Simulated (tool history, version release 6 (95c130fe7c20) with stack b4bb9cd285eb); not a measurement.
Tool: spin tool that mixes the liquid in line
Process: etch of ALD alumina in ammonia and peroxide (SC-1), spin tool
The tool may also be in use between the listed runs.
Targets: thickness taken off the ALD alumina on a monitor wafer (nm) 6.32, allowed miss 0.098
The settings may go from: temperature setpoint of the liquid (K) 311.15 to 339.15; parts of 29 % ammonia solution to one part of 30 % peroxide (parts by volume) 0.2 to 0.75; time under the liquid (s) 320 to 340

run,hour,temperature setpoint of the liquid (K),parts of 29 % ammonia solution to one part of 30 % peroxide (parts by volume),time under the liquid (s),thickness taken off the ALD alumina on a monitor wafer (nm)
1,0,323.15,0.45,320,9.4328
2,1.1,320.65,0.45,320,8.2429
3,5,320.65,0.45,340,8.7162
4,9.5,319.65,0.45,340,8.3028
5,13.8,319.65,0.45,340,8.356
6,18.8,318.65,0.45,340,7.8037
7,19.5,318.15,0.45,340,7.6204
8,27.4,318.15,0.45,340,7.6092
9,31.1,317.65,0.45,340,7.394
10,32.3,314.15,0.45,340,6.0123
11,36.8,314.65,0.45,340,6.2305

5 next moves are on the table. One of them brings every result within its allowed miss. Which?
A,41.3,314.65,0.45,335,?
B,41.3,315.15,0.75,320,?
C,41.3,315.15,0.5,320,?
D,41.3,314.15,0.6,330,?
E,41.3,314.65,0.5,335,?

move,thickness taken off the ALD alumina on a monitor wafer (nm)
A,6.1111
B,6.3097
C,6.0707
D,6.0089
E,6.1728
A: further off than the last run
B: meets every target
C: further off than the last run
D: further off than the last run
E: further off than the last run
Answer: B
